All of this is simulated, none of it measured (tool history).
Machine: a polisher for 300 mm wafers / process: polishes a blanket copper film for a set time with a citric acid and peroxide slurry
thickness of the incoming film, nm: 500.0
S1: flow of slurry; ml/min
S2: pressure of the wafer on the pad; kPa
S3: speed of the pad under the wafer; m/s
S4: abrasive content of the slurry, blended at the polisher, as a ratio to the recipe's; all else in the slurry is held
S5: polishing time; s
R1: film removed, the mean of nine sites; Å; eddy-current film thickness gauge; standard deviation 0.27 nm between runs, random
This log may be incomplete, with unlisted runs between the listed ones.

| run | hour | S1 | S2 | S3 | S4 | S5 | R1 |
|---|---|---|---|---|---|---|---|
| 1 | 0.0 | 200 | 20.0 | 0.82 | 1.0 | 54 | 851.64 |
| 2 | 5.1 | 235 | 20.0 | 0.82 | 1.0 | 54 | 856.97 |
| 3 | 7.3 | 235 | 20.0 | 0.82 | 1.0 | 54 | 852.98 |
| 4 | 11.0 | 205 | 20.0 | 0.82 | 1.0 | 54 | 838.09 |
| 5 | 14.9 | 205 | 20.0 | 0.82 | 1.0 | 49 | 769.19 |
| 6 | 22.7 | 195 | 16.5 | 0.82 | 1.0 | 49 | 685.28 |
| 7 | 29.6 | 190 | 14.5 | 0.78 | 1.0 | 49 | 596.63 |
| 8 | 35.7 | 185 | 12.4 | 0.76 | 1.0 | 49 | 524.91 |

What will run 9 give?
| 9 | 40.0 | 185 | 11.0 | 0.74 | 1.0 | 49 | ? |

Run 9 measured R1 481.47 Å.

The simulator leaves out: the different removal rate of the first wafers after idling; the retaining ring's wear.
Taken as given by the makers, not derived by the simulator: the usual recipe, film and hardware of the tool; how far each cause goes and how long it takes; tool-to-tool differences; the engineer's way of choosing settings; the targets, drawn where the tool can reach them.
